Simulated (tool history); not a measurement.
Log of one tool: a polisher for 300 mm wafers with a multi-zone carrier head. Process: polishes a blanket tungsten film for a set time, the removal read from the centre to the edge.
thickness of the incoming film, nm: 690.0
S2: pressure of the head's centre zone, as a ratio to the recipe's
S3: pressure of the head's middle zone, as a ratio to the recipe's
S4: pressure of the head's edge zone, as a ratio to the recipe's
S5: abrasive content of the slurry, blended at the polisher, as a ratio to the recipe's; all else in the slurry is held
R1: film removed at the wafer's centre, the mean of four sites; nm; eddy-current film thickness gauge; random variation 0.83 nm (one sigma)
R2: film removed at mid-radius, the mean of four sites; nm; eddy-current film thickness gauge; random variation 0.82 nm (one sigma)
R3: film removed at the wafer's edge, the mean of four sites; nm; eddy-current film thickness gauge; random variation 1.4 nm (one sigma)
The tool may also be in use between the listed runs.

Run 1, hour 0: flow of slurry (ml/min) 320, S2 1, S3 1, S4 1, S5 1, polishing time (s) 40. Result: R1 200.22 nm, R2 202.05 nm, R3 197.32 nm.
Run 2, hour 4.8: flow of slurry (ml/min) 310, S2 0.95, S3 0.96, S4 0.97, S5 0.85, polishing time (s) 37. Result: R1 167.16 nm, R2 172.78 nm, R3 171.44 nm.
Run 3, hour 7.6: flow of slurry (ml/min) 300, S2 0.92, S3 0.92, S4 0.94, S5 0.75, polishing time (s) 35. Result: R1 146.43 nm, R2 154.8 nm, R3 154.64 nm.
Run 4, hour 9.5: flow of slurry (ml/min) 300, S2 0.92, S3 0.92, S4 0.9, S5 0.75, polishing time (s) 35. Result: R1 145.25 nm, R2 154.25 nm, R3 151.29 nm.
Run 5, hour 11.8: flow of slurry (ml/min) 290, S2 0.9, S3 0.89, S4 0.89, S5 0.7, polishing time (s) 34. Result: R1 136.98 nm, R2 142.22 nm, R3 143.91 nm.
Run 6, hour 14.4: flow of slurry (ml/min) 290, S2 0.9, S3 0.89, S4 0.89, S5 0.55, polishing time (s) 34. Result: R1 127.25 nm, R2 132.15 nm, R3 135.01 nm.
Run 7, hour 16.8: flow of slurry (ml/min) 285, S2 0.88, S3 0.87, S4 0.87, S5 0.55, polishing time (s) 33. Result: R1 118.6 nm, R2 127.17 nm, R3 130.82 nm.

The next listed run, before its measurement:
At hour 25.5: edge zone pressure recalibrated.
Run 8, hour 25.5: flow of slurry (ml/min) 280, S2 0.88, S3 0.86, S4 0.86, S5 0.55, polishing time (s) 33. Result: R1 ?, R2 ?, R3 ?.

Run 8 gave R1 120.93 nm, R2 124.82 nm, R3 123.04 nm.
